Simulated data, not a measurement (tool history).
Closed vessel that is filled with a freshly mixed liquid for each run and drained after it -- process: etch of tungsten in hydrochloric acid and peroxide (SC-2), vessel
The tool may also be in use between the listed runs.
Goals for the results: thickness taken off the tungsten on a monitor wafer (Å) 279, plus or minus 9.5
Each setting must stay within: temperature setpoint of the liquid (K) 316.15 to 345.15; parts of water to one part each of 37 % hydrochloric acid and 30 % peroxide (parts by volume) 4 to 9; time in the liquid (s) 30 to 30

run	day	temperature setpoint of the liquid (K)	parts of water to one part each of 37 % hydrochloric acid and 30 % peroxide (parts by volume)	time in the liquid (s)	thickness taken off the tungsten on a monitor wafer (Å)
1	0	332.15	5	30	207.98
2	0.354	327.15	5	30	147.39
3	0.483	327.15	6	30	131.64
4	0.592	329.15	6	30	148.35
5	0.917	329.15	6	30	147.12
6	1.1	330.65	6	30	162.98
7	1.438	332.15	6	30	180.28
8	1.496	333.15	6	30	189.06
9	1.7	334.15	6	30	203.71

4 next moves are on the table. One of them brings every result within its allowed miss. Which?
A	1.904	337.15	5.5	30	?
B	1.904	339.65	5.5	30	?
C	1.904	338.15	4.5	30	?
D	1.904	340.15	6.5	30	?

move	thickness taken off the tungsten on a monitor wafer (Å)
A	266.84
B	310.64
C	327.28
D	282.48
A: an improvement on the last run, though not all results are within tolerance
B: moves the result that the last run missed by most past its target, out the other side
C: moves the result that the last run missed by most past its target, out the other side
D: meets every target
Correct choice: D, which meets every target
